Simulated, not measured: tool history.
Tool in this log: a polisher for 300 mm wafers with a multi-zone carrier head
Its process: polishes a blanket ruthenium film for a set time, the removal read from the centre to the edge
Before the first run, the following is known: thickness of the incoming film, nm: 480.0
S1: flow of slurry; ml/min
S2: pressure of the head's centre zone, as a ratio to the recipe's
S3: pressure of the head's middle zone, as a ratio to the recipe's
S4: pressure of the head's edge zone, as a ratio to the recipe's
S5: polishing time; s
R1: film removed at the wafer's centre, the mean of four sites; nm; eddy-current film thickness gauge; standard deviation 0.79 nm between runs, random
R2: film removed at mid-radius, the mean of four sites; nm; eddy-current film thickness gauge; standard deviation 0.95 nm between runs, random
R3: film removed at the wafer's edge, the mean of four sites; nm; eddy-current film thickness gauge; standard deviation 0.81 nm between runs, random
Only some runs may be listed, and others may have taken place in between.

run,hour,S1,S2,S3,S4,S5,R1,R2,R3
1,0.0,260,1.00,1.00,1.00,58,109.11,110.370,108.29
2,8.4,250,0.98,0.99,0.95,57,104.09,105.610,103.87
3,14.9,230,0.98,0.99,0.95,57,102.41,105.500,103.48
4,20.8,230,0.98,0.96,0.95,57,102.97,101.990,104.25
5,28.8,230,0.98,0.88,0.95,57,102.54,95.391,102.78
6,32.0,230,0.98,0.88,0.98,57,101.86,95.693,103.57

The next listed run, before its measurement:
7,40.7,235,0.97,0.92,0.94,56,?,?,?

{"run 7": {"R1": 100.59, "R2": 98.226, "R3": 102.09}}

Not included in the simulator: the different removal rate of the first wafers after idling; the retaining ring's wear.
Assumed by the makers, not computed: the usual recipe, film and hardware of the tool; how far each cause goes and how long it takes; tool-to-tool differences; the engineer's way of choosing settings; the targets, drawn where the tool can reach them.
